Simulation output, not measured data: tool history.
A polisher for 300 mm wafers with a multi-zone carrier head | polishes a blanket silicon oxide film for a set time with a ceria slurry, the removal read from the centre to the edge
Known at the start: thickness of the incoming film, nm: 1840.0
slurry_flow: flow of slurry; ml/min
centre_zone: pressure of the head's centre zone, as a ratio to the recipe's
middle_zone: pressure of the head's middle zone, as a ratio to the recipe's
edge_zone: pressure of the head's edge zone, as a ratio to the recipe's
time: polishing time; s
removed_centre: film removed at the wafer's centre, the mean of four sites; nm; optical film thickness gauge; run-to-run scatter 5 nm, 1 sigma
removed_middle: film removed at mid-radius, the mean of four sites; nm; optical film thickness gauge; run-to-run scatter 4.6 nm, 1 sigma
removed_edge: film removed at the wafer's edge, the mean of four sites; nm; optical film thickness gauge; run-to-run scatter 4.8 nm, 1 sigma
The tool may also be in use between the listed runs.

run,day,slurry_flow,centre_zone,middle_zone,edge_zone,time,removed_centre,removed_middle,removed_edge
1,0.000,250,1.00,1.00,1.00,50,269.34,273.93,264.85
2,0.188,250,0.95,1.00,1.00,50,246.17,274.72,268.41
3,0.479,280,0.95,1.00,1.00,50,259.12,268.43,268.93
4,0.625,280,0.95,0.93,1.00,50,257.96,264.66,266.90
5,0.929,270,0.96,0.94,1.01,53,272.47,277.58,292.76
6,1.200,265,0.98,0.97,1.01,55,292.55,294.22,299.69
7,1.538,260,0.99,0.99,1.01,57,307.10,304.96,307.52

What will run 8 give?
8,1.596,255,0.99,1.00,1.01,59,?,?,?

removed_centre: 310.01 nm
removed_middle: 325.18 nm
removed_edge: 316.98 nm
